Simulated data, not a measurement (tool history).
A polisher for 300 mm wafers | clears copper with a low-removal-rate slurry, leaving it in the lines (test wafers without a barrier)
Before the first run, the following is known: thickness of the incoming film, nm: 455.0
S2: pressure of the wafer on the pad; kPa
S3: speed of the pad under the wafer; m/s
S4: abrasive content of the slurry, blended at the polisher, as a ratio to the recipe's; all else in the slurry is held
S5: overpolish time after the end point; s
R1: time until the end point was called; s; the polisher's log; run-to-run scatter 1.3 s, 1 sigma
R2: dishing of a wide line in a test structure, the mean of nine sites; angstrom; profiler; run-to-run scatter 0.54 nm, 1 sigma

{"run": 1, "day": 0.0, "flow of slurry (ml/min)": 300, "S2": 23.4, "S3": 1.04, "S4": 1.0, "S5": 11, "R1": 139.52, "R2": 247.62}
{"run": 2, "day": 0.133, "flow of slurry (ml/min)": 300, "S2": 24.8, "S3": 1.04, "S4": 1.0, "S5": 10, "R1": 129.27, "R2": 246.28}
{"run": 3, "day": 0.362, "flow of slurry (ml/min)": 300, "S2": 24.8, "S3": 1.04, "S4": 1.0, "S5": 13, "R1": 128.23, "R2": 305.43}
{"run": 4, "day": 0.729, "flow of slurry (ml/min)": 300, "S2": 26.2, "S3": 1.04, "S4": 1.0, "S5": 12, "R1": 122.63, "R2": 304.2}
{"run": 5, "day": 0.888, "flow of slurry (ml/min)": 300, "S2": 26.2, "S3": 1.04, "S4": 1.0, "S5": 10, "R1": 118.91, "R2": 254.3}
{"run": 6, "day": 0.908, "flow of slurry (ml/min)": 300, "S2": 27.6, "S3": 1.04, "S4": 1.0, "S5": 9, "R1": 118.51, "R2": 248.37}
{"run": 7, "day": 1.258, "flow of slurry (ml/min)": 300, "S2": 29.0, "S3": 1.06, "S4": 1.0, "S5": 8, "R1": 108.36, "R2": 231.67}

Run 8 comes next. What will it give?
{"run": 8, "day": 1.304, "flow of slurry (ml/min)": 300, "S2": 35.9, "S3": 1.08, "S4": 1.0, "S5": 6, "R1": "?", "R2": "?"}

Run 8 produced R1 91.317 s, R2 223.60 angstrom.

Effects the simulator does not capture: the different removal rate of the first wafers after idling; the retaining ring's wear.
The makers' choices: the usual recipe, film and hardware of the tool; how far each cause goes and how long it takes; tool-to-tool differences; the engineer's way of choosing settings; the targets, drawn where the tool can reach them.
